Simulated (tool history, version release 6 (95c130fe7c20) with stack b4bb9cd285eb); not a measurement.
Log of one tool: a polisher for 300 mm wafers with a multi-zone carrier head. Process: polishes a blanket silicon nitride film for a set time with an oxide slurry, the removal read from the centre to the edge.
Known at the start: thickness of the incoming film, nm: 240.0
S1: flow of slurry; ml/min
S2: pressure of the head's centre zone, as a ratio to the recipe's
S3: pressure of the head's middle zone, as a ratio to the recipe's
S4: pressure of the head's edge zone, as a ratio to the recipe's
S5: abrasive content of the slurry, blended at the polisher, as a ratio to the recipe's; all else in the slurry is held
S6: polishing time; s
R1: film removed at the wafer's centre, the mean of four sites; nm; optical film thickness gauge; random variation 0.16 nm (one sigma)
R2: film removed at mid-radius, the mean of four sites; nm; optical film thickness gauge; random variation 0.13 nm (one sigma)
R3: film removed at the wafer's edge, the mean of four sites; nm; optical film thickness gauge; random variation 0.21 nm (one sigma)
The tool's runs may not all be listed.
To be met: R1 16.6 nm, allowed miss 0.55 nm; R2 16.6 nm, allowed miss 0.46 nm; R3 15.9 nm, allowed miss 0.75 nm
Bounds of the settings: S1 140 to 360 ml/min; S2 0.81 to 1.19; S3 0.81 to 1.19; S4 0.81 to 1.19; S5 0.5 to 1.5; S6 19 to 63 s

| run | hour | S1 | S2 | S3 | S4 | S5 | S6 | R1 | R2 | R3 |
|---|---|---|---|---|---|---|---|---|---|---|
| 1 | 0 | 230 | 1 | 1 | 1 | 1 | 41 | 26.142 | 27.376 | 28.383 |
| 2 | 8.5 | 230 | 1.01 | 1 | 0.97 | 0.9 | 39 | 25.055 | 25.18 | 25.833 |
| 3 | 17.4 | 230 | 1 | 1 | 0.95 | 0.85 | 37 | 23.004 | 23.727 | 24.084 |
| 4 | 22.6 | 230 | 1 | 1 | 0.93 | 0.8 | 35 | 21.65 | 21.792 | 22.262 |
| 5 | 25.4 | 230 | 1.05 | 1 | 0.93 | 0.8 | 35 | 22.573 | 22.267 | 22.388 |
| 6 | 32.3 | 230 | 1.04 | 1 | 0.91 | 0.75 | 34 | 21.086 | 20.973 | 20.916 |
| 7 | 33.1 | 230 | 1.04 | 1 | 0.9 | 0.7 | 33 | 20.216 | 20.017 | 19.617 |
| 8 | 35 | 215 | 0.98 | 0.95 | 0.81 | 0.5 | 30 | 15.562 | 15.925 | 15.293 |
| 9 | 42 | 220 | 0.99 | 0.95 | 0.81 | 0.5 | 30 | 16.15 | 15.922 | 15.483 |
| 10 | 49.3 | 225 | 0.99 | 0.95 | 0.81 | 0.5 | 30 | 15.992 | 15.794 | 15.526 |
| 11 | 50 | 230 | 0.99 | 0.96 | 0.81 | 0.5 | 30 | 16.037 | 15.939 | 15.751 |

4 next moves are on the table. One of them brings every result within its allowed miss. Which?
| A | 50.7 | 310 | 1.06 | 0.88 | 0.96 | 0.65 | 29 | ? | ? | ? |
| B | 50.7 | 255 | 0.99 | 0.96 | 0.81 | 0.5 | 31 | ? | ? | ? |
| C | 50.7 | 360 | 1.04 | 0.94 | 0.88 | 0.55 | 27 | ? | ? | ? |
| D | 50.7 | 225 | 0.99 | 0.9 | 0.81 | 0.5 | 31 | ? | ? | ? |

| move | R1 | R2 | R3 |
|---|---|---|---|
| A | 18.116 | 15.995 | 18.103 |
| B | 16.667 | 16.856 | 16.419 |
| C | 16.099 | 15.253 | 15.605 |
| D | 16.402 | 15.748 | 16.258 |
A: further off than the last run
B: meets every target
C: further off than the last run
D: further off than the last run
Move B is the one to make.
